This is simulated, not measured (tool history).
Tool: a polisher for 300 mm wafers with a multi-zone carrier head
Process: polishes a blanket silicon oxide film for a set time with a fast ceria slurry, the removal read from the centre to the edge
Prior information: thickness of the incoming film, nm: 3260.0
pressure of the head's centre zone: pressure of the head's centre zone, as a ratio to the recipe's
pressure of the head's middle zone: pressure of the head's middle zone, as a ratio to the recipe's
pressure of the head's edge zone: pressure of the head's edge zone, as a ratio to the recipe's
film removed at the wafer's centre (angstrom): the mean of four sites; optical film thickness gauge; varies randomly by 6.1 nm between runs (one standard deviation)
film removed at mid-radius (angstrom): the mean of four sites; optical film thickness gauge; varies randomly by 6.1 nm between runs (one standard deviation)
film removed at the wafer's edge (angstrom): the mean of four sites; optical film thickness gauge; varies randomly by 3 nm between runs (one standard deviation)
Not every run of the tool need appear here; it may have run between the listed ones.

run	hour	flow of slurry (ml/min)	pressure of the head's centre zone	pressure of the head's middle zone	pressure of the head's edge zone	polishing time (s)	film removed at the wafer's centre (angstrom)	film removed at mid-radius (angstrom)	film removed at the wafer's edge (angstrom)
1	0	205	1	1	1	47	4650.7	4600	4620.9
2	6.9	205	1	1	1	37	3711.2	3611.8	3690.9
3	15.1	185	1	1	1	37	3635.4	3607.5	3624.7
4	19.8	185	1	0.92	1	37	3696.7	3309.1	3633.4
5	27.7	200	1.03	0.96	1.02	38	3799.4	3583.3	3839.6
6	31.4	210	1.06	0.98	1	40	4215.5	3830.7	3979.4
7	34.9	220	1.08	1.01	1.01	41	4477.6	4127.3	4126.9
8	38.4	230	1.1	1.03	1.02	41	4608.8	4190.6	4159.9
9	45.1	240	1.11	1.05	1.04	41	4591.6	4301.4	4210.7
10	51.9	245	1.12	1.06	1.05	41	4665.5	4386.1	4220.9
11	56.1	250	1.13	1.07	1.06	41	4770.5	4374.1	4310.7
12	56.6	255	1.14	1.09	1.07	41	4879.8	4412.2	4249.3
13	61	260	1.14	1.1	1.08	42	4825.2	4581.5	4416.7
14	66.7	265	1.15	1.11	1.08	42	5028.3	4683.7	4457.8

Run 15, settings as shown, results not yet in. Your forecast:
15	68.7	265	1.15	1.11	1.08	42	?	?	?

{"run 15": {"film removed at the wafer's centre (angstrom)": 4942.8, "film removed at mid-radius (angstrom)": 4706.7, "film removed at the wafer's edge (angstrom)": 4468}}
